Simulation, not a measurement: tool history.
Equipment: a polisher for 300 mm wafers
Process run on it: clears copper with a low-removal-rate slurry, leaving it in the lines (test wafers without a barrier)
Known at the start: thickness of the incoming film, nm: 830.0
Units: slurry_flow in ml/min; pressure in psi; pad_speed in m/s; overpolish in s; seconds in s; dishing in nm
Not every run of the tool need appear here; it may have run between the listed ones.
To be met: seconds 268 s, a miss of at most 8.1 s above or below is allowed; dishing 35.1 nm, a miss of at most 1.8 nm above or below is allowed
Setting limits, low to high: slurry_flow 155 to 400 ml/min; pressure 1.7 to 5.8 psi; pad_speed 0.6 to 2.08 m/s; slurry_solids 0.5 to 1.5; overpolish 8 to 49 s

| run | hour | slurry_flow | pressure | pad_speed | slurry_solids | overpolish | seconds | dishing |
|---|---|---|---|---|---|---|---|---|
| 1 | 0 | 255 | 3.7 | 1.34 | 1 | 25 | 154.79 | 52.059 |
| 2 | 8 | 255 | 3.7 | 1.34 | 1 | 14 | 153.43 | 35.673 |
| 3 | 11.9 | 255 | 3.2 | 1.34 | 1 | 17 | 174.13 | 37.779 |
| 4 | 15.3 | 255 | 2.8 | 1.32 | 1 | 18 | 197.32 | 35.965 |
| 5 | 17.3 | 255 | 2.8 | 1.02 | 1 | 18 | 253.41 | 30.126 |
| 6 | 21.9 | 255 | 2.8 | 0.72 | 1 | 18 | 347.19 | 24.029 |
| 7 | 24.9 | 255 | 3.1 | 0.72 | 1 | 20 | 321.7 | 27.484 |
| 8 | 26.6 | 255 | 3.3 | 0.72 | 1 | 21 | 309.15 | 29.499 |
| 9 | 33.8 | 255 | 3.5 | 0.72 | 1 | 22 | 289.45 | 32.757 |
| 10 | 41.5 | 260 | 3.6 | 0.72 | 1 | 22 | 285.29 | 32.801 |
| 11 | 45.6 | 260 | 3.6 | 0.72 | 1 | 22 | 283.83 | 31.842 |
| 12 | 47 | 260 | 3.7 | 0.72 | 1 | 23 | 278.15 | 34.681 |

Consider the 5 candidate settings below. Which is the only one whose results all fall within their allowed miss of target?
| A | 48.4 | 285 | 3.5 | 0.8 | 1.1 | 22 | ? | ? |
| B | 48.4 | 320 | 2.9 | 0.84 | 1.05 | 23 | ? | ? |
| C | 48.4 | 290 | 3.7 | 0.74 | 1.2 | 19 | ? | ? |
| D | 48.4 | 280 | 3.6 | 0.76 | 1 | 19 | ? | ? |
| E | 48.4 | 260 | 3.4 | 0.78 | 1.1 | 23 | ? | ? |

| move | seconds | dishing |
|---|---|---|
| A | 253.06 | 35.12 |
| B | 283.66 | 33.096 |
| C | 252.18 | 31.791 |
| D | 267.56 | 30.389 |
| E | 268.05 | 34.745 |
A: the result that was furthest off in the last run now lies on the other side of its target
B: misses by more than the last run did
C: the result that was furthest off in the last run now lies on the other side of its target
D: meets the target for the result that was furthest off, but another lies outside its allowed miss
E: every result lands within tolerance
Move E is the one to make.
